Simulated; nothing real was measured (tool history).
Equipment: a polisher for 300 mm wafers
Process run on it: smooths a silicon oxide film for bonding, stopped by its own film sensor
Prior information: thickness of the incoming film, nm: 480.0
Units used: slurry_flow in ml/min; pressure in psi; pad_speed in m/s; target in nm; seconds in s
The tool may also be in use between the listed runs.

Run 1, hour 0.0: slurry_flow 290 ml/min, pressure 2.2 psi, pad_speed 0.72 m/s, slurry_solids 1.00, target 437 nm. Result: seconds 87.631 s.
Run 2, hour 2.1: slurry_flow 290 ml/min, pressure 1.9 psi, pad_speed 0.66 m/s, slurry_solids 1.00, target 437 nm. Result: seconds 104.590 s.
Run 3, hour 10.8: slurry_flow 290 ml/min, pressure 1.9 psi, pad_speed 0.82 m/s, slurry_solids 1.00, target 437 nm. Result: seconds 91.019 s.
Run 4, hour 12.2: slurry_flow 285 ml/min, pressure 1.6 psi, pad_speed 0.72 m/s, slurry_solids 0.95, target 437 nm. Result: seconds 121.780 s.
Run 5, hour 17.7: slurry_flow 285 ml/min, pressure 1.6 psi, pad_speed 0.72 m/s, slurry_solids 0.75, target 437 nm. Result: seconds 127.230 s.
Run 6, hour 18.9: slurry_flow 285 ml/min, pressure 1.6 psi, pad_speed 0.88 m/s, slurry_solids 0.75, target 437 nm. Result: seconds 114.180 s.

The next listed run, before its measurement:
Run 7, hour 25.6: slurry_flow 280 ml/min, pressure 1.4 psi, pad_speed 0.82 m/s, slurry_solids 0.70, target 437 nm. Result: seconds ?.

Logged for run 7: seconds 143.760 s.
